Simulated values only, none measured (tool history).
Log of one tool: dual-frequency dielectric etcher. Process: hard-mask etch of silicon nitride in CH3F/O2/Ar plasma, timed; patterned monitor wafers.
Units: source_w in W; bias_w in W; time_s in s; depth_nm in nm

run	hour	source_w	bias_w	time_s	depth_nm
1	0.0	400	53	116.5	73.783
2	7.7	400	53	116.5	73.485
3	16.4	360	53	116.5	71.253
4	20.0	320	53	116.5	68.899
5	20.9	320	53	106.0	63.596
6	21.8	320	53	116.5	69.475

Forecast run 7:
7	23.9	310	52	116.5	?

Run 7 gave depth_nm 68.441 nm.
